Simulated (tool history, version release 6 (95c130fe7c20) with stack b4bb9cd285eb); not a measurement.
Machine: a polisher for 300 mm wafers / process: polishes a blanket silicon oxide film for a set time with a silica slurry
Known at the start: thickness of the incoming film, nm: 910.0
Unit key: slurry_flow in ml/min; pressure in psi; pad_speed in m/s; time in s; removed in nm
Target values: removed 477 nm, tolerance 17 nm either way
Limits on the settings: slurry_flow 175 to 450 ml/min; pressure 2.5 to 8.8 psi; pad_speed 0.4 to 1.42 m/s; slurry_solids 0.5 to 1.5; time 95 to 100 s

| run | hour | slurry_flow | pressure | pad_speed | slurry_solids | time | removed |
|---|---|---|---|---|---|---|---|
| 1 | 0 | 290 | 5.6 | 0.9 | 1 | 95 | 309.83 |
| 2 | 8.9 | 290 | 4.6 | 0.9 | 1 | 95 | 270.03 |
| 3 | 15.7 | 290 | 5.3 | 0.9 | 1 | 95 | 295.09 |
| 4 | 22 | 290 | 5.9 | 0.9 | 1 | 95 | 313.85 |
| 5 | 23.2 | 235 | 5.9 | 0.9 | 1 | 95 | 311.17 |
| 6 | 25.9 | 235 | 5 | 0.9 | 1 | 95 | 276.3 |
| 7 | 27.8 | 240 | 5.8 | 0.9 | 1 | 95 | 303.69 |
| 8 | 34.6 | 250 | 6.4 | 0.9 | 1 | 95 | 327.43 |
| 9 | 36 | 250 | 6.4 | 0.9 | 1 | 95 | 329.45 |
| 10 | 36.9 | 255 | 6.9 | 0.92 | 1 | 95 | 360.28 |
| 11 | 37.7 | 260 | 7.3 | 0.92 | 1 | 95 | 374.07 |
| 12 | 40.4 | 260 | 7.6 | 0.94 | 1 | 95 | 381.78 |

Next run, 4 choices. One meets every target within its allowed miss, the rest don't. Which?
| A | 43.1 | 210 | 8.1 | 1.16 | 1.1 | 100 | ? |
| B | 43.1 | 270 | 8.7 | 1.1 | 0.95 | 100 | ? |
| C | 43.1 | 270 | 8.1 | 0.96 | 1.2 | 98 | ? |
| D | 43.1 | 325 | 8.1 | 1.26 | 0.85 | 100 | ? |

| move | removed |
|---|---|
| A | 527.08 |
| B | 509.3 |
| C | 473.77 |
| D | 511.88 |
A: takes the biggest miss from the last run beyond its target
B: takes the biggest miss from the last run beyond its target
C: every result within its allowed miss
D: takes the biggest miss from the last run beyond its target
C meets every target.
